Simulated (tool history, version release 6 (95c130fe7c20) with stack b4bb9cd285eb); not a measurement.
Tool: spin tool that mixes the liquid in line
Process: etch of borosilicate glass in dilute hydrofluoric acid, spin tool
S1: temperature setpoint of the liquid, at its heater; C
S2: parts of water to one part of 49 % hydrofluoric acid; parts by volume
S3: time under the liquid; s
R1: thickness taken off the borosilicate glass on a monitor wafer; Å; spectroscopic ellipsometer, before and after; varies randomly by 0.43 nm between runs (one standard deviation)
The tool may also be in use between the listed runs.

run  hour    S1   S2   S3      R1
  1   0.0  25.0  180  295  718.09
  2   7.1  25.0  180  315  758.25
  3  14.2  22.5  185  315  682.56
  4  15.8  25.0  185  315  750.64
  5  20.4  22.5  190  315  653.76
  6  28.3  22.5  150  315  854.76
  7  34.9  21.0  165  315  722.66

Run 8 is up next; what results do you expect?
  8  39.9  17.0  195  315   ?

{"run 8": {"R1": 510.06}}
